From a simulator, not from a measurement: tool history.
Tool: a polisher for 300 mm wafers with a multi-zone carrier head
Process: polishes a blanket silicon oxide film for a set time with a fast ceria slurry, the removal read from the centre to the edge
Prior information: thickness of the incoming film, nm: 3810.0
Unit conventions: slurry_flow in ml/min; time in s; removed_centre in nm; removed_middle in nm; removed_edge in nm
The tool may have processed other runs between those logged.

run,hour,slurry_flow,centre_zone,middle_zone,edge_zone,time,removed_centre,removed_middle,removed_edge
1,0.0,125,1.00,1.00,1.00,56,1346.10,1301.2,1306.2
2,3.2,120,0.98,0.98,0.97,54,1255.70,1236.6,1234.1
3,4.0,120,0.98,0.98,1.04,54,1268.00,1234.2,1305.2
4,10.8,115,0.96,0.96,1.00,53,1191.60,1180.1,1242.2
5,15.8,110,0.95,0.94,0.97,52,1130.80,1155.1,1147.6
6,20.4,110,0.86,0.94,0.97,52,1025.20,1146.1,1163.3
7,25.7,105,0.87,0.91,0.96,51,1010.60,1041.9,1122.9
8,33.5,100,0.87,0.91,0.94,51,986.69,1017.0,1116.4
9,39.3,100,0.87,0.91,0.92,50,984.38,1023.7,1065.0

Run 10 has not been measured yet. What should we expect?
10,46.6,100,0.87,0.91,0.91,50,?,?,?

Run 10 gave removed_centre 970.33 nm, removed_middle 1023.8 nm, removed_edge 1066.0 nm.
